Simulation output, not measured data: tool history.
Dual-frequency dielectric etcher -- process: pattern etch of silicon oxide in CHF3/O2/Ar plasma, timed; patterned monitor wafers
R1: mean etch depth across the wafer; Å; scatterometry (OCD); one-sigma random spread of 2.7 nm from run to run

Run 1, day 0: source power (W) 760, bias power (W) 193, etch time (s) 417.5. Result: R1 9395.5 Å.
Run 2, day 0.033: source power (W) 760, bias power (W) 171, etch time (s) 417.5. Result: R1 9052.5 Å.
Run 3, day 0.3: source power (W) 760, bias power (W) 142, etch time (s) 417.5. Result: R1 8721.4 Å.
Run 4, day 0.571: source power (W) 760, bias power (W) 142, etch time (s) 417.5. Result: R1 8736.1 Å.
Run 5, day 0.946: source power (W) 730, bias power (W) 141, etch time (s) 417.5. Result: R1 8574.9 Å.
Run 6, day 1.196: source power (W) 820, bias power (W) 141, etch time (s) 417.5. Result: R1 8959.2 Å.
Run 7, day 1.4: source power (W) 770, bias power (W) 140, etch time (s) 417.5. Result: R1 8792.3 Å.

What will run 8 give?
Run 8, day 1.471: source power (W) 730, bias power (W) 139, etch time (s) 417.5. Result: R1 ?.

{"run 8": {"R1": 8539.6}}

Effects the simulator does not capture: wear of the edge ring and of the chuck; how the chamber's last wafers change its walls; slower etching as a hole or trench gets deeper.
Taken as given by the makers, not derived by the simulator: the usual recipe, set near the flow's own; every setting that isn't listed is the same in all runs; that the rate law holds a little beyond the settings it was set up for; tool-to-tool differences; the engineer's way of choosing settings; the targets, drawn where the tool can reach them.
